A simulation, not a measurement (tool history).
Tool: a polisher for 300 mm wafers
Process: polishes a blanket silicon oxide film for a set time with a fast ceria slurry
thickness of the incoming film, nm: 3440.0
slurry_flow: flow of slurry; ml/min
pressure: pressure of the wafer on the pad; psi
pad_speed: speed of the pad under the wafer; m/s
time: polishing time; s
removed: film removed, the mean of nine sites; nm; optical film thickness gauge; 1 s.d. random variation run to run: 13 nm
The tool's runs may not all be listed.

run,hour,slurry_flow,pressure,pad_speed,time,removed
1,0,185,3.1,1.28,67,1175.1
2,3.1,185,3.1,1.58,67,1332.3
3,11.7,195,3.4,1.58,67,1497.3
4,18,200,3.6,1.58,67,1592.6
5,24.5,205,3.7,1.58,67,1615.8
6,26,205,3.9,1.58,67,1716
7,32.8,205,4,1.58,67,1743.7
8,37.9,210,4.1,1.58,67,1789.1
9,45.3,210,4.2,1.58,67,1848.1

Run 10 is up next; what results do you expect?
10,53.6,215,4.3,1.58,67,?

Logged for run 10: removed 1862.5 nm.
